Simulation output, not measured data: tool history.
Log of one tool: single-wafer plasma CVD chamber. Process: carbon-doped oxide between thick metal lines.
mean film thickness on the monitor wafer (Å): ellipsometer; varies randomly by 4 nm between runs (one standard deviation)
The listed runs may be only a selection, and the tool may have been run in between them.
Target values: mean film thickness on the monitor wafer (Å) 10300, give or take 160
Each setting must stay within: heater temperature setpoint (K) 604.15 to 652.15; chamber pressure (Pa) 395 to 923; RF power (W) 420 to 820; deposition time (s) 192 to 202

run,hour,heater temperature setpoint (K),chamber pressure (Pa),RF power (W),deposition time (s),mean film thickness on the monitor wafer (Å)
1,0,628.15,659,620,202,11569
2,8,630.15,609,610,202,11206
3,13.4,630.15,561,610,202,11066
4,15,622.15,561,610,202,11246
5,23.6,622.15,645,610,202,11560
6,25.8,628.15,645,610,202,11396
7,27,628.15,645,610,202,11405
8,33.1,630.15,603,605,202,11082
# hour 37.1: capacitance manometer re-zeroed and calibrated
9,37.1,633.15,583,605,202,11176
10,41.9,633.15,560,590,202,10852

Which one of the following 5 next-run settings gets every result inside its allowed miss? There is exactly one.
A,46.7,626.15,543,495,202,?
B,46.7,638.15,604,560,192,?
C,46.7,634.15,656,625,192,?
D,46.7,634.15,595,585,198,?
E,46.7,636.15,628,545,198,?

move,mean film thickness on the monitor wafer (Å)
A,9779.9
B,10012
C,10975
D,10637
E,10292
A: moves the result that the last run missed by most past its target, out the other side
B: moves the result that the last run missed by most past its target, out the other side
C: misses by more than the last run did
D: nearer the targets than the last run, but a result is still out of spec
E: all results land within tolerance of their targets
Move E is the one to make.
